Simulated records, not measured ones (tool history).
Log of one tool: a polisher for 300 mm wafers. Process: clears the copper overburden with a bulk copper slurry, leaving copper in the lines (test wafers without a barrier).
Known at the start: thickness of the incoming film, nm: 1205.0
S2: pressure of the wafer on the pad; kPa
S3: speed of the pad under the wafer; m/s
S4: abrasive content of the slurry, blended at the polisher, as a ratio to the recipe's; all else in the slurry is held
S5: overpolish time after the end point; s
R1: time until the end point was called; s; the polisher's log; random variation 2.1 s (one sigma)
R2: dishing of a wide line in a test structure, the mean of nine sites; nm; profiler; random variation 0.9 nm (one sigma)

{"run": 1, "hour": 0.0, "flow of slurry (ml/min)": 130, "S2": 18.6, "S3": 0.84, "S4": 1, "S5": 24, "R1": 181.9, "R2": 65.528}
{"run": 2, "hour": 4.6, "flow of slurry (ml/min)": 130, "S2": 18.6, "S3": 0.84, "S4": 0.85, "S5": 24, "R1": 183.59, "R2": 63.131}
{"run": 3, "hour": 5.6, "flow of slurry (ml/min)": 130, "S2": 18.6, "S3": 0.84, "S4": 0.9, "S5": 24, "R1": 177.69, "R2": 65.865}
{"run": 4, "hour": 10.5, "flow of slurry (ml/min)": 130, "S2": 18.6, "S3": 0.84, "S4": 0.8, "S5": 24, "R1": 184.89, "R2": 66.445}
{"run": 5, "hour": 16.6, "flow of slurry (ml/min)": 130, "S2": 21.4, "S3": 0.84, "S4": 0.8, "S5": 24, "R1": 165.8, "R2": 71.487}
{"run": 6, "hour": 24.4, "flow of slurry (ml/min)": 150, "S2": 17.9, "S3": 0.98, "S4": 1, "S5": 19, "R1": 160.05, "R2": 64.414}
{"run": 7, "hour": 26.2, "flow of slurry (ml/min)": 130, "S2": 17.2, "S3": 1.08, "S4": 1.15, "S5": 16, "R1": 144.79, "R2": 62.778}
{"run": 8, "hour": 27.0, "flow of slurry (ml/min)": 115, "S2": 16.5, "S3": 1.14, "S4": 1.25, "S5": 14, "R1": 144.14, "R2": 55.545}
{"run": 9, "hour": 29.0, "flow of slurry (ml/min)": 105, "S2": 16.5, "S3": 1.18, "S4": 1.3, "S5": 12, "R1": 143.54, "R2": 51.833}

Forecast run 10:
{"run": 10, "hour": 30.1, "flow of slurry (ml/min)": 100, "S2": 17.2, "S3": 1.22, "S4": 1.35, "S5": 11, "R1": "?", "R2": "?"}

Run 10 gave R1 132.27 s, R2 51.656 nm.
